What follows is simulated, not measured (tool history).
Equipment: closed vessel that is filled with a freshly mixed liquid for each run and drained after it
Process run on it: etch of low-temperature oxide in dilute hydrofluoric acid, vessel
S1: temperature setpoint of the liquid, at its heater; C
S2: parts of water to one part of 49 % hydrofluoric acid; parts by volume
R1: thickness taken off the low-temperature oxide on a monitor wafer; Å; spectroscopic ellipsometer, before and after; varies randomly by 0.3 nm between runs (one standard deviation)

run 1 day=0.000 | S1=25.0 S2=90 time_in_the_liquid_(s)=255 | R1=261.01
run 2 day=0.058 | S1=27.0 S2=85 time_in_the_liquid_(s)=255 | R1=298.93
run 3 day=0.183 | S1=28.5 S2=80 time_in_the_liquid_(s)=255 | R1=344.08
run 4 day=0.383 | S1=26.5 S2=80 time_in_the_liquid_(s)=255 | R1=319.02
run 5 day=0.462 | S1=28.0 S2=75 time_in_the_liquid_(s)=255 | R1=360.26
run 6 day=0.633 | S1=28.0 S2=75 time_in_the_liquid_(s)=255 | R1=361.64
run 7 day=0.783 | S1=29.0 S2=75 time_in_the_liquid_(s)=255 | R1=374.85
run 8 day=1.154 | S1=30.0 S2=75 time_in_the_liquid_(s)=255 | R1=389.48
run 9 day=1.192 | S1=30.5 S2=75 time_in_the_liquid_(s)=255 | R1=393.00
-- day=1.342 hydrofluoric acid flow meter replaced
run 10 day=1.342 | S1=30.5 S2=75 time_in_the_liquid_(s)=255 | R1=444.38

Forecast run 11:
run 11 day=1.508 | S1=31.0 S2=75 time_in_the_liquid_(s)=255 | R1=?

{"run 11": {"R1": 447.81}}

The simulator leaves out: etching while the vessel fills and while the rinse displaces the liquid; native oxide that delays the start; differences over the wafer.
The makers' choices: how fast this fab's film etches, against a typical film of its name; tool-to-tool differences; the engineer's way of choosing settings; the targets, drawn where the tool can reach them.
